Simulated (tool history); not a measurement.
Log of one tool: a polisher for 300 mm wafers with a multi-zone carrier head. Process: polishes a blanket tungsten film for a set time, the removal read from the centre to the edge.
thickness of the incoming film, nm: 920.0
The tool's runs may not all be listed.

run  hour  flow of slurry (ml/min)  pressure of the head's centre zone  pressure of the head's middle zone  pressure of the head's edge zone  abrasive content of the slurry  polishing time (s)  film removed at the wafer's centre (angstrom)  film removed at mid-radius (angstrom)  film removed at the wafer's edge (angstrom)
  1     0                      255                                   1                                   1                                 1                               1                  57                                         2540.2                                 2636.4                                         2644
  2   6.8                      255                                   1                                1.04                                 1                               1                  57                                         2603.8                                 2785.8                                       2614.6
  3   7.8                      255                                   1                                1.09                                 1                               1                  57                                         2664.4                                   2879                                       2624.3
  4  11.2                      255                                   1                                1.05                              1.04                            1.05                  57                                         2662.5                                 2761.3                                       2716.8
  5    12                      255                                0.93                                1.05                              1.04                            1.05                  57                                           2453                                 2868.8                                       2680.7
  6  19.7                      260                                0.94                                1.03                              1.07                            1.05                  57                                         2476.6                                 2778.8                                       2766.2
  7  25.7                      265                                0.95                                1.02                              1.09                            1.05                  57                                         2540.7                                 2720.8                                       2785.2

Forecast run 8:
  8  34.5                      265                                0.95                                1.01                              1.11                            1.05                  57                                              ?                                      ?                                            ?

Run 8 gave film removed at the wafer's centre (angstrom) 2551.4, film removed at mid-radius (angstrom) 2727, film removed at the wafer's edge (angstrom) 2797.1.

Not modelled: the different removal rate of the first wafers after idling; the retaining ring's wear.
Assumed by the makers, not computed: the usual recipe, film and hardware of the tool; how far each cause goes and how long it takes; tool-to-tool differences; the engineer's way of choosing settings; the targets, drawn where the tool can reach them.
